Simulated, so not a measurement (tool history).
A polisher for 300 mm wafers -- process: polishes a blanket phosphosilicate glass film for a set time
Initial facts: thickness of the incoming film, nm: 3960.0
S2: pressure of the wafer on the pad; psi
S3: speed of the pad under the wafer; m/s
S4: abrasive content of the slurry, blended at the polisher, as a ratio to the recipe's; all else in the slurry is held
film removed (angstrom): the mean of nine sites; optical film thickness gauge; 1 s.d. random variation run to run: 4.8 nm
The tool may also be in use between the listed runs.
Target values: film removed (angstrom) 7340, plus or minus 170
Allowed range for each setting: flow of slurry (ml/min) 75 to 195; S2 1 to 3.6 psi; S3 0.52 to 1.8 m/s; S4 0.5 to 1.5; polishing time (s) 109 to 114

{"run": 1, "hour": 0.0, "flow of slurry (ml/min)": 125, "S2": 2.3, "S3": 1.16, "S4": 1, "polishing time (s)": 109, "film removed (angstrom)": 9190.5}
{"run": 2, "hour": 7.1, "flow of slurry (ml/min)": 115, "S2": 2.2, "S3": 1.16, "S4": 1, "polishing time (s)": 109, "film removed (angstrom)": 8538.6}
{"run": 3, "hour": 15.0, "flow of slurry (ml/min)": 115, "S2": 2.5, "S3": 1.16, "S4": 1, "polishing time (s)": 109, "film removed (angstrom)": 9844.4}
{"run": 4, "hour": 20.6, "flow of slurry (ml/min)": 115, "S2": 2.5, "S3": 1.16, "S4": 1.2, "polishing time (s)": 109, "film removed (angstrom)": 10721}
{"run": 5, "hour": 21.5, "flow of slurry (ml/min)": 115, "S2": 2.5, "S3": 1.16, "S4": 1.2, "polishing time (s)": 109, "film removed (angstrom)": 10713}
{"run": 6, "hour": 22.0, "flow of slurry (ml/min)": 115, "S2": 2.5, "S3": 1.28, "S4": 1.2, "polishing time (s)": 109, "film removed (angstrom)": 11588}
{"run": 7, "hour": 26.2, "flow of slurry (ml/min)": 105, "S2": 2.2, "S3": 1.28, "S4": 1.2, "polishing time (s)": 109, "film removed (angstrom)": 10074}
{"run": 8, "hour": 34.0, "flow of slurry (ml/min)": 100, "S2": 2, "S3": 1.28, "S4": 1.2, "polishing time (s)": 109, "film removed (angstrom)": 9053.1}
{"run": 9, "hour": 36.4, "flow of slurry (ml/min)": 100, "S2": 2, "S3": 1.28, "S4": 1.2, "polishing time (s)": 109, "film removed (angstrom)": 9037.7}
{"run": 10, "hour": 39.0, "flow of slurry (ml/min)": 95, "S2": 1.9, "S3": 1.28, "S4": 1.2, "polishing time (s)": 109, "film removed (angstrom)": 8432.3}
{"run": 11, "hour": 46.6, "flow of slurry (ml/min)": 90, "S2": 1.8, "S3": 1.28, "S4": 1.2, "polishing time (s)": 109, "film removed (angstrom)": 8039}
{"run": 12, "hour": 49.9, "flow of slurry (ml/min)": 80, "S2": 1.6, "S3": 1.28, "S4": 1.2, "polishing time (s)": 109, "film removed (angstrom)": 6890.5}

5 candidate next runs follow, results not yet known. Just one meets every target within its allowed miss. Identify it.
{"run": "A", "hour": 53.2, "flow of slurry (ml/min)": 95, "S2": 1.5, "S3": 1.1, "S4": 1.15, "polishing time (s)": 113, "film removed (angstrom)": "?"}
{"run": "B", "hour": 53.2, "flow of slurry (ml/min)": 85, "S2": 1.6, "S3": 1.26, "S4": 1.15, "polishing time (s)": 109, "film removed (angstrom)": "?"}
{"run": "C", "hour": 53.2, "flow of slurry (ml/min)": 75, "S2": 2, "S3": 0.92, "S4": 1.5, "polishing time (s)": 114, "film removed (angstrom)": "?"}
{"run": "D", "hour": 53.2, "flow of slurry (ml/min)": 75, "S2": 1.5, "S3": 1.38, "S4": 1.15, "polishing time (s)": 109, "film removed (angstrom)": "?"}
{"run": "E", "hour": 53.2, "flow of slurry (ml/min)": 95, "S2": 1.8, "S3": 1.06, "S4": 1.05, "polishing time (s)": 114, "film removed (angstrom)": "?"}

move=A film_removed_(angstrom)=6099.8
move=B film_removed_(angstrom)=6777
move=C film_removed_(angstrom)=7405.9
move=D film_removed_(angstrom)=6611.1
move=E film_removed_(angstrom)=6789.4
A: further off than the last run
B: further off than the last run
C: every result within its allowed miss
D: further off than the last run
E: further off than the last run
C meets every target.

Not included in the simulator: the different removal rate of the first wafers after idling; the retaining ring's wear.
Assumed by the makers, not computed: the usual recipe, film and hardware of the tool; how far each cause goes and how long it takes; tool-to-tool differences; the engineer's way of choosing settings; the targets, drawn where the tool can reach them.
